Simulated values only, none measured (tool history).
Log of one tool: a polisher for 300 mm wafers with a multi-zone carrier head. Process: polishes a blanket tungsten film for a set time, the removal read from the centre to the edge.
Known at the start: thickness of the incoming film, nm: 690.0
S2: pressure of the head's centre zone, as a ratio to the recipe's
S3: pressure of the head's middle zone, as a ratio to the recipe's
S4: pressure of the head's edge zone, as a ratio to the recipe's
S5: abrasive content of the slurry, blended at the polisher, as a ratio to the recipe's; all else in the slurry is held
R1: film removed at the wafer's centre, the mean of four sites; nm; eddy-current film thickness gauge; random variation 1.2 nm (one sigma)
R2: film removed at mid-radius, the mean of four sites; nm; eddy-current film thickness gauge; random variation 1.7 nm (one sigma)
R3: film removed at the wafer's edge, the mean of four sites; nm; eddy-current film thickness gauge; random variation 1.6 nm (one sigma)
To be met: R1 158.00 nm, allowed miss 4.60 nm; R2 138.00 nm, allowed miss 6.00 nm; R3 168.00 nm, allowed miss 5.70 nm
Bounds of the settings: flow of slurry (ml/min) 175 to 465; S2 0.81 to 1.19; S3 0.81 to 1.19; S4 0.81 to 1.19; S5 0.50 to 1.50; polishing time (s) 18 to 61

run 1 hour=0.0 | flow_of_slurry_(ml/min)=295 S2=1.00 S3=1.00 S4=1.00 S5=1.00 polishing_time_(s)=39 | R1=157.64 R2=134.48 R3=142.10
run 2 hour=2.1 | flow_of_slurry_(ml/min)=295 S2=1.00 S3=1.00 S4=1.00 S5=1.20 polishing_time_(s)=39 | R1=168.21 R2=141.50 R3=153.48
run 3 hour=3.6 | flow_of_slurry_(ml/min)=295 S2=1.00 S3=0.93 S4=1.00 S5=1.20 polishing_time_(s)=39 | R1=171.39 R2=133.58 R3=152.36
run 4 hour=9.9 | flow_of_slurry_(ml/min)=250 S2=1.00 S3=0.93 S4=1.00 S5=1.20 polishing_time_(s)=39 | R1=166.81 R2=130.18 R3=151.26
run 5 hour=17.3 | flow_of_slurry_(ml/min)=245 S2=0.99 S3=0.94 S4=1.02 S5=1.20 polishing_time_(s)=39 | R1=165.98 R2=133.24 R3=153.33
run 6 hour=19.1 | flow_of_slurry_(ml/min)=245 S2=0.99 S3=0.94 S4=1.02 S5=1.00 polishing_time_(s)=39 | R1=155.33 R2=126.08 R3=144.71
run 7 hour=27.7 | flow_of_slurry_(ml/min)=245 S2=0.98 S3=0.94 S4=1.05 S5=1.05 polishing_time_(s)=39 | R1=156.52 R2=127.71 R3=145.65
run 8 hour=35.4 | flow_of_slurry_(ml/min)=235 S2=0.96 S3=0.93 S4=1.05 S5=1.15 polishing_time_(s)=39 | R1=156.35 R2=127.67 R3=150.38
run 9 hour=42.1 | flow_of_slurry_(ml/min)=225 S2=0.95 S3=0.94 S4=1.06 S5=1.20 polishing_time_(s)=39 | R1=154.65 R2=130.22 R3=151.32
run 10 hour=46.7 | flow_of_slurry_(ml/min)=220 S2=0.94 S3=0.94 S4=1.07 S5=1.25 polishing_time_(s)=39 | R1=155.14 R2=128.58 R3=155.31
run 11 hour=48.1 | flow_of_slurry_(ml/min)=220 S2=0.94 S3=0.95 S4=1.08 S5=1.30 polishing_time_(s)=39 | R1=158.30 R2=133.69 R3=159.22
run 12 hour=56.3 | flow_of_slurry_(ml/min)=220 S2=0.94 S3=0.95 S4=1.09 S5=1.30 polishing_time_(s)=39 | R1=159.64 R2=131.49 R3=160.07
run 13 hour=65.2 | flow_of_slurry_(ml/min)=220 S2=0.93 S3=0.96 S4=1.10 S5=1.30 polishing_time_(s)=39 | R1=154.76 R2=135.26 R3=159.30
run 14 hour=66.5 | flow_of_slurry_(ml/min)=220 S2=0.93 S3=0.96 S4=1.11 S5=1.30 polishing_time_(s)=39 | R1=156.14 R2=135.10 R3=159.99
run 15 hour=68.0 | flow_of_slurry_(ml/min)=220 S2=0.93 S3=0.96 S4=1.12 S5=1.30 polishing_time_(s)=39 | R1=157.97 R2=134.22 R3=159.28

4 next moves are on the table. One of them brings every result within its allowed miss. Which?
run A hour=69.5 | flow_of_slurry_(ml/min)=200 S2=0.89 S3=0.92 S4=1.08 S5=1.40 polishing_time_(s)=41 | R1=? R2=? R3=?
run B hour=69.5 | flow_of_slurry_(ml/min)=305 S2=0.96 S3=0.91 S4=1.07 S5=1.35 polishing_time_(s)=37 | R1=? R2=? R3=?
run C hour=69.5 | flow_of_slurry_(ml/min)=245 S2=1.05 S3=1.05 S4=1.11 S5=1.30 polishing_time_(s)=37 | R1=? R2=? R3=?
run D hour=69.5 | flow_of_slurry_(ml/min)=290 S2=0.99 S3=0.99 S4=1.01 S5=1.30 polishing_time_(s)=36 | R1=? R2=? R3=?

move=A R1=158.61 R2=141.81 R3=170.08
move=B R1=161.07 R2=131.53 R3=156.72
move=C R1=169.80 R2=143.14 R3=154.36
move=D R1=158.85 R2=134.97 R3=146.17
A: meets every target
B: further off than the last run
C: further off than the last run
D: further off than the last run
Answer: A
